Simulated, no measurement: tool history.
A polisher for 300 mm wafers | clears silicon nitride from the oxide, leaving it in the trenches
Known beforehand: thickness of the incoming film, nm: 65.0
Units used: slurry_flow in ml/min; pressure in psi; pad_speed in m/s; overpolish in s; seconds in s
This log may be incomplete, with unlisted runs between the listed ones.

| run | hour | slurry_flow | pressure | pad_speed | overpolish | seconds |
|---|---|---|---|---|---|---|
| 1 | 0.0 | 125 | 1.8 | 1.20 | 39 | 118.09 |
| 2 | 5.6 | 125 | 1.5 | 1.16 | 39 | 144.51 |
| 3 | 13.1 | 125 | 1.5 | 1.38 | 39 | 123.93 |
| 4 | 17.5 | 125 | 1.5 | 1.22 | 39 | 136.05 |
| 5 | 24.9 | 125 | 1.3 | 1.22 | 39 | 158.22 |
| 6 | 26.3 | 125 | 1.3 | 1.08 | 39 | 179.80 |
| 7 | 28.6 | 120 | 0.8 | 1.04 | 39 | 292.42 |
| 8 | 32.3 | 125 | 0.9 | 1.04 | 39 | 254.65 |

For run 9, what comes out?
| 9 | 36.4 | 130 | 0.9 | 1.04 | 39 | ? |

seconds: 263.55 s
